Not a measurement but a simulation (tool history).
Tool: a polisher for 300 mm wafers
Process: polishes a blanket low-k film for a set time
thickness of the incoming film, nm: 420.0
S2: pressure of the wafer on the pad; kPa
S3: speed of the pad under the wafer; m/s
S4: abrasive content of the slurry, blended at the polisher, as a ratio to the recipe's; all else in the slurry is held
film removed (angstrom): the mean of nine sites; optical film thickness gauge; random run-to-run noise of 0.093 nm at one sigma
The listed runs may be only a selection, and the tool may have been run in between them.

{"run": 1, "hour": 0.0, "flow of slurry (ml/min)": 140, "S2": 9.7, "S3": 0.82, "S4": 1, "polishing time (s)": 93, "film removed (angstrom)": 217.82}
{"run": 2, "hour": 4.9, "flow of slurry (ml/min)": 140, "S2": 9.7, "S3": 0.82, "S4": 0.9, "polishing time (s)": 93, "film removed (angstrom)": 208.89}
{"run": 3, "hour": 8.4, "flow of slurry (ml/min)": 140, "S2": 9.7, "S3": 1, "S4": 0.9, "polishing time (s)": 93, "film removed (angstrom)": 247.02}
{"run": 4, "hour": 9.1, "flow of slurry (ml/min)": 135, "S2": 9, "S3": 1, "S4": 0.9, "polishing time (s)": 93, "film removed (angstrom)": 228.97}
{"run": 5, "hour": 14.9, "flow of slurry (ml/min)": 135, "S2": 9, "S3": 1, "S4": 0.9, "polishing time (s)": 93, "film removed (angstrom)": 228.33}
{"run": 6, "hour": 19.6, "flow of slurry (ml/min)": 170, "S2": 9, "S3": 1, "S4": 0.9, "polishing time (s)": 93, "film removed (angstrom)": 237.88}
{"run": 7, "hour": 21.8, "flow of slurry (ml/min)": 165, "S2": 8.3, "S3": 1, "S4": 0.9, "polishing time (s)": 93, "film removed (angstrom)": 216.2}
{"run": 8, "hour": 23.6, "flow of slurry (ml/min)": 160, "S2": 7.6, "S3": 1, "S4": 0.9, "polishing time (s)": 93, "film removed (angstrom)": 201.22}
{"run": 9, "hour": 31.1, "flow of slurry (ml/min)": 155, "S2": 6.9, "S3": 1, "S4": 0.9, "polishing time (s)": 93, "film removed (angstrom)": 183.51}
{"run": 10, "hour": 33.3, "flow of slurry (ml/min)": 150, "S2": 6.9, "S3": 1, "S4": 0.9, "polishing time (s)": 93, "film removed (angstrom)": 181.28}

Forecast run 11:
{"run": 11, "hour": 38.9, "flow of slurry (ml/min)": 145, "S2": 6.9, "S3": 1, "S4": 0.9, "polishing time (s)": 93, "film removed (angstrom)": "?"}

{"run 11": {"film removed (angstrom)": 180.22}}

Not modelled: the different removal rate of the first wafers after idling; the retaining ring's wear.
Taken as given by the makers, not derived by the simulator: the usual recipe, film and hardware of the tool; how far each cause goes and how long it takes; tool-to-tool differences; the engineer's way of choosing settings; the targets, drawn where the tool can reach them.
